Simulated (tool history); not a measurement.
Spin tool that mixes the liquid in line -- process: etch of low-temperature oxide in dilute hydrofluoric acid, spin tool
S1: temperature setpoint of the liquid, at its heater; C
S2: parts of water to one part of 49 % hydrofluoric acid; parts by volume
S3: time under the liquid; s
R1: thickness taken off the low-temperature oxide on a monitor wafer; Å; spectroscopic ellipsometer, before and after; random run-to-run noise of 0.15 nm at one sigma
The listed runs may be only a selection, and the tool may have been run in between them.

Run 1, hour 0.0: S1 21 C, S2 175 parts by volume, S3 310 s. Result: R1 236.10 Å.
Run 2, hour 5.9: S1 23 C, S2 175 parts by volume, S3 310 s. Result: R1 257.95 Å.
Run 3, hour 7.7: S1 22 C, S2 180 parts by volume, S3 310 s. Result: R1 239.27 Å.
Run 4, hour 10.2: S1 22 C, S2 145 parts by volume, S3 310 s. Result: R1 310.14 Å.
Run 5, hour 11.3: S1 22 C, S2 90 parts by volume, S3 310 s. Result: R1 530.28 Å.
Run 6, hour 18.0: S1 22 C, S2 55 parts by volume, S3 310 s. Result: R1 910.78 Å.
Run 7, hour 21.5: S1 18 C, S2 125 parts by volume, S3 310 s. Result: R1 313.23 Å.
Run 8, hour 28.0: S1 17 C, S2 180 parts by volume, S3 310 s. Result: R1 198.79 Å.

Run 9, settings as shown, results not yet in. Your forecast:
Run 9, hour 31.2: S1 17 C, S2 185 parts by volume, S3 310 s. Result: R1 ?.

Run 9 gave R1 188.28 Å.
